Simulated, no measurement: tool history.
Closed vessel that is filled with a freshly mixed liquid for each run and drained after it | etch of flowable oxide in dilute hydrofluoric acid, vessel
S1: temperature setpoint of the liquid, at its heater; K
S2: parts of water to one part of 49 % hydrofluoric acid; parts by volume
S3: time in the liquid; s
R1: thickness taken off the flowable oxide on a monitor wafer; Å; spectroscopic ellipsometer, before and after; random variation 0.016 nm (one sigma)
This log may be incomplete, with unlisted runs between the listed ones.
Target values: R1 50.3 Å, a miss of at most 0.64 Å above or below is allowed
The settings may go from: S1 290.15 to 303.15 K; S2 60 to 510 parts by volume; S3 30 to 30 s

run	hour	S1	S2	S3	R1
1	0	295.15	285	30	21.854
2	2.2	295.15	215	30	30.86
3	10.7	295.15	215	30	31.009
4	14	295.15	145	30	49.298
5	15.4	292.15	145	30	43.826
6	24.3	293.15	145	30	45.573
7	28.5	294.15	145	30	47.706
8	32.8	294.65	145	30	48.461
9	37.6	295.15	145	30	49.175
10	46.1	295.15	145	30	49.379

Exercise: of the 5 proposed moves below, exactly one satisfies all targets within the stated allowed misses. Which move is it?
A	54.6	294.65	140	30	?
B	54.6	296.65	155	30	?
C	54.6	291.65	130	30	?
D	54.6	294.15	135	30	?
E	54.6	291.15	120	30	?

move	R1
A	50.198
B	48.199
C	48.434
D	51.315
E	51.937
A: every result within its allowed miss
B: the biggest miss grows against the last run
C: the biggest miss grows against the last run
D: the result that was furthest off in the last run now lies on the other side of its target
E: the result that was furthest off in the last run now lies on the other side of its target
A meets every target.

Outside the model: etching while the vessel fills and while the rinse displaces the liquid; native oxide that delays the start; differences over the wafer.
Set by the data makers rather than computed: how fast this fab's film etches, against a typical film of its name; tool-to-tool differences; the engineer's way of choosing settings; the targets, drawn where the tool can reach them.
